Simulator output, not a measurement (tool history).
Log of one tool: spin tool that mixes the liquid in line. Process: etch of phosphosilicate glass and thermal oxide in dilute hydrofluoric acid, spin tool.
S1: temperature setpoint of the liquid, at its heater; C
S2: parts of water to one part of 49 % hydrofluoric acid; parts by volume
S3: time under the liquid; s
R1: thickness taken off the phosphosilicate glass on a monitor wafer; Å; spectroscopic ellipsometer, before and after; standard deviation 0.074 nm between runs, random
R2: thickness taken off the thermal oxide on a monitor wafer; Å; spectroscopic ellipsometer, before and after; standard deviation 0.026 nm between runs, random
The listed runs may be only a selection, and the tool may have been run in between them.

| run | day | S1 | S2 | S3 | R1 | R2 |
|---|---|---|---|---|---|---|
| 1 | 0 | 24 | 160 | 30 | 200.8 | 8.3416 |
| 2 | 0.321 | 24 | 160 | 40 | 267.05 | 10.936 |
| 3 | 0.617 | 24 | 160 | 45 | 297.47 | 11.894 |
| 4 | 0.725 | 24 | 160 | 40 | 266.14 | 11.594 |
| 5 | 1.017 | 22 | 175 | 40 | 221.93 | 9.0186 |
| 6 | 1.146 | 21 | 185 | 40 | 199.06 | 7.9338 |
| 7 | 1.342 | 20 | 195 | 40 | 179.79 | 7.6064 |

Run 8 has not been measured yet. What should we expect?
| 8 | 1.625 | 19.5 | 200 | 40 | ? | ? |

R1: 173.1 Å
R2: 7.1944 Å
